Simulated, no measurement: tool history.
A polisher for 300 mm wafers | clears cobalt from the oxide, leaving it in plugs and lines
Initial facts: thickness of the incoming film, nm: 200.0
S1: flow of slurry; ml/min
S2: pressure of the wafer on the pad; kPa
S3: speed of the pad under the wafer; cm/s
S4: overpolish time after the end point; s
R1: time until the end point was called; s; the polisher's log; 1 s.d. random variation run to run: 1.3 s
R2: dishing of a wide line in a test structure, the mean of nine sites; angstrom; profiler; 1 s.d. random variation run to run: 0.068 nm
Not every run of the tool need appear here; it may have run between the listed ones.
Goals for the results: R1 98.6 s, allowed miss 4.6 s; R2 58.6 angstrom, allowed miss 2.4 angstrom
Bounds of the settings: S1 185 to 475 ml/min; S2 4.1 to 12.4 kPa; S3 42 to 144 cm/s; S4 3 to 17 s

{"run": 1, "hour": 0.0, "S1": 305, "S2": 8.3, "S3": 92, "S4": 9, "R1": 75.833, "R2": 198.64}
{"run": 2, "hour": 2.1, "S1": 295, "S2": 7.6, "S3": 84, "S4": 7, "R1": 91.508, "R2": 137.72}
{"run": 3, "hour": 10.2, "S1": 295, "S2": 9.7, "S3": 84, "S4": 7, "R1": 72.616, "R2": 167.55}
{"run": 4, "hour": 18.9, "S1": 260, "S2": 9, "S3": 76, "S4": 6, "R1": 83.425, "R2": 126.95}
{"run": 5, "hour": 26.7, "S1": 235, "S2": 9, "S3": 66, "S4": 5, "R1": 96.395, "R2": 95.953}
{"run": 6, "hour": 35.1, "S1": 220, "S2": 9.7, "S3": 58, "S4": 4, "R1": 104.77, "R2": 73.641}
{"run": 7, "hour": 38.4, "S1": 210, "S2": 10.3, "S3": 54, "S4": 4, "R1": 106.15, "R2": 73.803}
{"run": 8, "hour": 41.0, "S1": 200, "S2": 11, "S3": 50, "S4": 4, "R1": 105.02, "R2": 71.282}
{"run": 9, "hour": 42.4, "S1": 195, "S2": 11.7, "S3": 48, "S4": 4, "R1": 102.07, "R2": 72.452}
{"run": 10, "hour": 43.5, "S1": 190, "S2": 11.7, "S3": 46, "S4": 4, "R1": 105.35, "R2": 70.902}
{"run": 11, "hour": 47.4, "S1": 190, "S2": 11.7, "S3": 44, "S4": 4, "R1": 113.8, "R2": 66.991}
{"run": 12, "hour": 48.8, "S1": 185, "S2": 12.4, "S3": 44, "S4": 3, "R1": 108.33, "R2": 53.988}
{"run": 13, "hour": 56.8, "S1": 195, "S2": 12.4, "S3": 54, "S4": 3, "R1": 85.971, "R2": 65.927}
{"run": 14, "hour": 63.5, "S1": 190, "S2": 12.4, "S3": 52, "S4": 3, "R1": 88.98, "R2": 62.242}
{"run": 15, "hour": 65.0, "S1": 190, "S2": 12.4, "S3": 50, "S4": 3, "R1": 93.429, "R2": 61.444}

Next run, 4 choices. One meets every target within its allowed miss, the rest don't. Which?
{"run": "A", "hour": 66.5, "S1": 185, "S2": 12.4, "S3": 54, "S4": 3, "R1": "?", "R2": "?"}
{"run": "B", "hour": 66.5, "S1": 185, "S2": 11, "S3": 62, "S4": 3, "R1": "?", "R2": "?"}
{"run": "C", "hour": 66.5, "S1": 205, "S2": 12.4, "S3": 48, "S4": 3, "R1": "?", "R2": "?"}
{"run": "D", "hour": 66.5, "S1": 190, "S2": 11.7, "S3": 56, "S4": 3, "R1": "?", "R2": "?"}

move=A R1=88.459 R2=66.77
move=B R1=87.019 R2=67.807
move=C R1=98.139 R2=60.544
move=D R1=90.19 R2=65.565
A: misses by more than the last run did
B: misses by more than the last run did
C: every result within its allowed miss
D: misses by more than the last run did
C is the move that brings every result within its allowed miss.
